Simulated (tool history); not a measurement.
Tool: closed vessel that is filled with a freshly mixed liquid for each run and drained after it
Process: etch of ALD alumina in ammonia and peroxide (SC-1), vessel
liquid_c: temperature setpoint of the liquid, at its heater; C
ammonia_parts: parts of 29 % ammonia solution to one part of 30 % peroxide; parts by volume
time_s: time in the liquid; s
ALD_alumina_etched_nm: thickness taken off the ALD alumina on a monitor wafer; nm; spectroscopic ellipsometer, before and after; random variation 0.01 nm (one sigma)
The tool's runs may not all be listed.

Run 1, hour 0.0: liquid_c 63.0 C, ammonia_parts 0.95 parts by volume, time_s 30 s. Result: ALD_alumina_etched_nm 4.0064 nm.
Run 2, hour 1.0: liquid_c 62.0 C, ammonia_parts 0.95 parts by volume, time_s 30 s. Result: ALD_alumina_etched_nm 3.7868 nm.
Run 3, hour 6.2: liquid_c 62.0 C, ammonia_parts 0.95 parts by volume, time_s 30 s. Result: ALD_alumina_etched_nm 3.8167 nm.
Run 4, hour 10.5: liquid_c 59.0 C, ammonia_parts 0.95 parts by volume, time_s 30 s. Result: ALD_alumina_etched_nm 3.2320 nm.
Run 5, hour 14.4: liquid_c 58.5 C, ammonia_parts 0.95 parts by volume, time_s 30 s. Result: ALD_alumina_etched_nm 3.1623 nm.
Run 6, hour 16.7: liquid_c 62.0 C, ammonia_parts 0.95 parts by volume, time_s 30 s. Result: ALD_alumina_etched_nm 3.8069 nm.
Run 7, hour 25.3: liquid_c 61.0 C, ammonia_parts 0.95 parts by volume, time_s 30 s. Result: ALD_alumina_etched_nm 3.6132 nm.
Run 8, hour 32.7: liquid_c 60.0 C, ammonia_parts 0.95 parts by volume, time_s 30 s. Result: ALD_alumina_etched_nm 3.4583 nm.
Run 9, hour 37.1: liquid_c 59.5 C, ammonia_parts 0.95 parts by volume, time_s 30 s. Result: ALD_alumina_etched_nm 3.3485 nm.

The next listed run, before its measurement:
Run 10, hour 38.0: liquid_c 59.0 C, ammonia_parts 0.95 parts by volume, time_s 30 s. Result: ALD_alumina_etched_nm ?.

{"run 10": {"ALD_alumina_etched_nm": 3.2369}}

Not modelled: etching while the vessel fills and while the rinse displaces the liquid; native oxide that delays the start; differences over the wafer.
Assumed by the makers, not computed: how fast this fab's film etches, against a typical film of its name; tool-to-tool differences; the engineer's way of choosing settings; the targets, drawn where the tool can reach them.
